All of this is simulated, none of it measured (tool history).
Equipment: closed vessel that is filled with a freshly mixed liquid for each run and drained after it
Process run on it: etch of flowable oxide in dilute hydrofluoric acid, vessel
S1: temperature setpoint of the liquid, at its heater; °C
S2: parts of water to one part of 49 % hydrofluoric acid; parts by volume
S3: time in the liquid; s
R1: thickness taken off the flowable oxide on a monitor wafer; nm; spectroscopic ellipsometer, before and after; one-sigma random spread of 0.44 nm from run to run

run 1 hour=0.0 | S1=20.0 S2=160 S3=275 | R1=44.089
run 2 hour=7.9 | S1=21.5 S2=160 S3=275 | R1=46.885
run 3 hour=11.9 | S1=22.5 S2=160 S3=275 | R1=48.164
run 4 hour=18.2 | S1=22.5 S2=160 S3=275 | R1=48.397
run 5 hour=23.0 | S1=23.5 S2=160 S3=275 | R1=50.443
run 6 hour=27.1 | S1=24.0 S2=160 S3=275 | R1=51.690
run 7 hour=28.4 | S1=24.5 S2=160 S3=275 | R1=52.118

What will run 8 give?
run 8 hour=35.0 | S1=28.0 S2=145 S3=275 | R1=?

R1: 67.974 nm

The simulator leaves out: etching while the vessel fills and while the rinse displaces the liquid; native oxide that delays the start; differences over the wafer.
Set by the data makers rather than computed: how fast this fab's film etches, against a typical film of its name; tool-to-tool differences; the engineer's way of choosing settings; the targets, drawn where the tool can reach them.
